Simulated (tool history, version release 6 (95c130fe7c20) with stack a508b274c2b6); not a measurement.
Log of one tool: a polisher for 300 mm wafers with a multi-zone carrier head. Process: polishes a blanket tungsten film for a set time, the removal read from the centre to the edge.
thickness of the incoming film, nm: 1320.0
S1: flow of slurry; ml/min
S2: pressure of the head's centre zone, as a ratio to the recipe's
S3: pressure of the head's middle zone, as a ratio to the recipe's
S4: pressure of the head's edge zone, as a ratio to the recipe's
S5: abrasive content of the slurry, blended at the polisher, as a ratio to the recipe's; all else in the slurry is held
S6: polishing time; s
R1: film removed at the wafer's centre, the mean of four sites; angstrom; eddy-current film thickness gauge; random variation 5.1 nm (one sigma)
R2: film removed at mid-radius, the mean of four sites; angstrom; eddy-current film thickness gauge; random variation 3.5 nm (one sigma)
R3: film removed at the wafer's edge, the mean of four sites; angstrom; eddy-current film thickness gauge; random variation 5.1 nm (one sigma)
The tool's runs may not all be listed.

run	hour	S1	S2	S3	S4	S5	S6	R1	R2	R3
1	0.0	230	1.00	1.00	1.00	1.00	63	4445.9	4535.0	4499.1
2	3.6	230	1.00	1.00	1.00	1.00	53	3818.5	3820.9	3772.7
3	5.0	230	0.93	1.00	1.00	1.00	53	3476.0	3849.4	3801.6
4	12.2	240	0.96	1.03	1.02	1.10	54	3800.0	4125.6	4077.0
5	15.9	250	0.99	1.06	1.02	1.15	54	4018.9	4314.5	4115.0
6	20.6	250	0.99	1.06	0.99	1.15	54	3969.5	4331.4	4030.0
7	27.8	260	1.02	1.08	1.00	1.20	54	4321.2	4460.5	4132.4
8	33.5	270	1.03	1.10	1.01	1.25	54	4426.4	4571.7	4288.1
9	35.7	275	1.04	1.11	1.01	1.30	55	4568.6	4734.1	4327.8

Run 10 has not been measured yet. What should we expect?
10	40.6	275	1.04	1.11	1.01	1.30	55	?	?	?

Run 10 yielded R1 4626.2 angstrom, R2 4770.1 angstrom, R3 4438.5 angstrom.
